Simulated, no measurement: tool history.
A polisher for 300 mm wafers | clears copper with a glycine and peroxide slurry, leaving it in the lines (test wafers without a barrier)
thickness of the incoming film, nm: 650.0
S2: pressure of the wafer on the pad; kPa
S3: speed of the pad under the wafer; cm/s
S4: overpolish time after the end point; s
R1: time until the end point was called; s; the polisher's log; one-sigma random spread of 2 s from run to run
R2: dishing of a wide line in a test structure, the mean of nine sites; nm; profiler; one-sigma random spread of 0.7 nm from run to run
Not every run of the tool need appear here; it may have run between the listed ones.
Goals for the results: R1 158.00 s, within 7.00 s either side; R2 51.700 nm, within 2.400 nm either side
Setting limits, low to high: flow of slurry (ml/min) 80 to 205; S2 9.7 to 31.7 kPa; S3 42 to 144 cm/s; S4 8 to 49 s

run 1 day=0.000 | flow_of_slurry_(ml/min)=135 S2=20.7 S3=92 S4=25 | R1=119.19 R2=75.282
run 2 day=0.292 | flow_of_slurry_(ml/min)=120 S2=20.7 S3=92 S4=25 | R1=121.14 R2=72.428
run 3 day=0.562 | flow_of_slurry_(ml/min)=120 S2=19.3 S3=92 S4=24 | R1=125.53 R2=70.815
run 4 day=0.912 | flow_of_slurry_(ml/min)=120 S2=19.3 S3=70 S4=24 | R1=155.48 R2=60.025
run 5 day=1.121 | flow_of_slurry_(ml/min)=100 S2=19.3 S3=70 S4=24 | R1=158.27 R2=59.634
run 6 day=1.321 | flow_of_slurry_(ml/min)=100 S2=19.3 S3=70 S4=23 | R1=162.14 R2=58.439
run 7 day=1.546 | flow_of_slurry_(ml/min)=105 S2=20.0 S3=72 S4=16 | R1=153.18 R2=45.270
run 8 day=1.646 | flow_of_slurry_(ml/min)=105 S2=20.0 S3=72 S4=17 | R1=153.18 R2=47.127

Next run, 4 choices. One meets every target within its allowed miss, the rest don't. Which?
run A day=1.746 | flow_of_slurry_(ml/min)=85 S2=22.1 S3=68 S4=19 | R1=? R2=?
run B day=1.746 | flow_of_slurry_(ml/min)=85 S2=20.7 S3=68 S4=16 | R1=? R2=?
run C day=1.746 | flow_of_slurry_(ml/min)=135 S2=18.6 S3=76 S4=18 | R1=? R2=?
run D day=1.746 | flow_of_slurry_(ml/min)=100 S2=24.8 S3=60 S4=22 | R1=? R2=?

move=A R1=161.77 R2=51.181
move=B R1=168.25 R2=43.223
move=C R1=149.36 R2=51.717
move=D R1=159.78 R2=58.229
A: all results land within tolerance of their targets
B: its largest miss is bigger than the last run's
C: puts the biggest miss on target and leaves a different result outside tolerance
D: takes the result that was furthest off past its target
A is the move that brings every result within its allowed miss.
